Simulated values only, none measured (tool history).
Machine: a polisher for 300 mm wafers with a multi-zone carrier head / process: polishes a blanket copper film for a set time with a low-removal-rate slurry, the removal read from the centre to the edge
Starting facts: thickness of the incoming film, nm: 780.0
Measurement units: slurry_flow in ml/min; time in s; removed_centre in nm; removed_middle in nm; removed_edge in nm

run,hour,slurry_flow,centre_zone,middle_zone,edge_zone,slurry_solids,time,removed_centre,removed_middle,removed_edge
1,0,190,1,1,1,1,78,266.44,272.47,272.43
2,8.2,185,1,0.96,0.99,0.9,77,254.22,259.57,258.07
3,9.5,180,1.01,0.92,1.02,0.9,74,247.07,234.2,257.38
4,11.1,180,1.01,0.92,1.06,0.9,74,257.04,243.59,255.39
5,19.4,180,1.01,0.92,1.06,1.05,74,256.58,239.04,274.51
6,26,180,1.08,0.92,1.06,1.05,74,274.47,247.64,268.45
7,30.8,175,1.06,0.9,1.04,1,73,261.4,235.44,261
8,37.7,175,1.06,0.9,1.04,1,73,266.6,239.71,252.77
9,42,175,1.03,0.88,1.04,0.95,72,250.62,231.51,254.6
10,43.7,170,1.03,0.86,1.05,0.95,70,243.36,214.54,239.6

What does the tool deliver on the next run?
11,47.2,165,1.02,0.86,1.05,0.95,70,?,?,?

{"run 11": {"removed_centre": 241.42, "removed_middle": 209.29, "removed_edge": 249.99}}
